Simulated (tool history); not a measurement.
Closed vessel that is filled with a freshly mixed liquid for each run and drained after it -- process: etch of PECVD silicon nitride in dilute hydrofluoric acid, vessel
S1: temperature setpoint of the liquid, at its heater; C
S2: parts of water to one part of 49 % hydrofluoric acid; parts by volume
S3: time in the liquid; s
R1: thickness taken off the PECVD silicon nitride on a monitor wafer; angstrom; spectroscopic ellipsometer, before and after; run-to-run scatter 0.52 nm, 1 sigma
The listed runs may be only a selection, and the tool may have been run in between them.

{"run": 1, "day": 0.0, "S1": 23.0, "S2": 80, "S3": 805, "R1": 179.23}
{"run": 2, "day": 0.296, "S1": 24.5, "S2": 70, "S3": 805, "R1": 223.78}
{"run": 3, "day": 0.529, "S1": 26.0, "S2": 60, "S3": 805, "R1": 291.2}
{"run": 4, "day": 0.796, "S1": 26.0, "S2": 60, "S3": 620, "R1": 224.03}
{"run": 5, "day": 1.062, "S1": 27.0, "S2": 50, "S3": 660, "R1": 305.09}
{"run": 6, "day": 1.338, "S1": 28.0, "S2": 45, "S3": 670, "R1": 365.27}
{"run": 7, "day": 1.417, "S1": 28.5, "S2": 40, "S3": 670, "R1": 424.96}
{"run": 8, "day": 1.579, "S1": 29.0, "S2": 40, "S3": 670, "R1": 434.78}
{"run": 9, "day": 1.95, "S1": 29.5, "S2": 35, "S3": 670, "R1": 514.71}
{"run": 10, "day": 2.171, "S1": 30.0, "S2": 35, "S3": 670, "R1": 530.76}
{"run": 11, "day": 2.392, "S1": 30.5, "S2": 35, "S3": 670, "R1": 549.26}

Run 12 comes next. What will it give?
{"run": 12, "day": 2.558, "S1": 31.0, "S2": 30, "S3": 670, "R1": "?"}

{"run 12": {"R1": 650.59}}
